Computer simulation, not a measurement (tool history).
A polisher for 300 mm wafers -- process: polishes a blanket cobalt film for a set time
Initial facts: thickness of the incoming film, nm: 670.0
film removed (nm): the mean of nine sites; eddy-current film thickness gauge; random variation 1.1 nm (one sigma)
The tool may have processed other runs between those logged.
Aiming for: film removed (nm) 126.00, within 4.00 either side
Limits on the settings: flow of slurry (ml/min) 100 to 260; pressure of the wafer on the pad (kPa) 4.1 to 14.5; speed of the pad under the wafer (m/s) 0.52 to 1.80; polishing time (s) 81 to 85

run	hour	flow of slurry (ml/min)	pressure of the wafer on the pad (kPa)	speed of the pad under the wafer (m/s)	polishing time (s)	film removed (nm)
1	0.0	165	9.0	1.16	81	243.50
2	6.5	165	9.0	1.02	81	219.41
3	11.6	165	9.0	1.20	81	254.57
4	16.2	165	9.0	1.36	81	288.31
5	21.6	160	8.3	1.32	81	261.39
6	27.5	160	7.6	1.28	81	241.92
7	28.7	130	4.8	0.96	81	132.76
8	35.9	125	4.8	0.96	81	132.07
9	39.5	120	4.8	0.96	81	131.38
10	46.1	115	4.8	0.96	81	130.70

Next run, 5 choices. One meets every target within its allowed miss, the rest don't. Which?
A	52.7	110	5.5	0.88	85	?
B	52.7	180	7.6	0.68	82	?
C	52.7	120	4.1	1.04	83	?
D	52.7	100	5.5	0.92	83	?
E	52.7	125	4.8	0.86	85	?

move	film removed (nm)
A	133.13
B	133.73
C	132.57
D	132.82
E	123.81
A: moves away from the targets compared with the last run
B: moves away from the targets compared with the last run
C: moves away from the targets compared with the last run
D: moves away from the targets compared with the last run
E: meets every target
Move E is the one to make.

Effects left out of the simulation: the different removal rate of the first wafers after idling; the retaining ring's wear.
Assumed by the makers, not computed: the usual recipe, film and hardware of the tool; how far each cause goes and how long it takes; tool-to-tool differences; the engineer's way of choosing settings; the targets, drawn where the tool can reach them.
